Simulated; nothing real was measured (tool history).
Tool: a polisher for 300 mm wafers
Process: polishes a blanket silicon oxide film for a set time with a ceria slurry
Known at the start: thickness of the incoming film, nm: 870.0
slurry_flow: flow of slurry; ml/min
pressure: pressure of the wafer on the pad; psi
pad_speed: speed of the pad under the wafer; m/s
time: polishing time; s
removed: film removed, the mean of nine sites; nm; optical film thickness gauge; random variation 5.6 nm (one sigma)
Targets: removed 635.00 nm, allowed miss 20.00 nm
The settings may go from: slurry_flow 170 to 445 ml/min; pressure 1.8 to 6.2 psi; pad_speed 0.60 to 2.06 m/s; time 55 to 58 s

run	hour	slurry_flow	pressure	pad_speed	time	removed
1	0.0	285	4.0	1.32	55	441.25
2	4.4	285	4.2	1.32	55	451.83
3	10.4	285	4.4	1.32	55	483.22
4	18.6	285	4.5	1.32	55	488.42
5	22.7	285	4.5	1.56	55	561.22
6	27.3	285	4.6	1.56	55	581.31
7	33.5	285	4.8	1.56	55	588.84
8	42.5	285	5.0	1.56	55	614.05

4 next moves are on the table. One of them brings every result within its allowed miss. Which?
A	51.5	275	5.9	1.18	55	?
B	51.5	235	5.1	1.52	58	?
C	51.5	205	5.4	1.46	55	?
D	51.5	180	5.5	1.46	56	?

move	removed
A	554.94
B	625.83
C	590.83
D	598.16
A: further off than the last run
B: meets every target
C: further off than the last run
D: further off than the last run
Move B is the one to make.

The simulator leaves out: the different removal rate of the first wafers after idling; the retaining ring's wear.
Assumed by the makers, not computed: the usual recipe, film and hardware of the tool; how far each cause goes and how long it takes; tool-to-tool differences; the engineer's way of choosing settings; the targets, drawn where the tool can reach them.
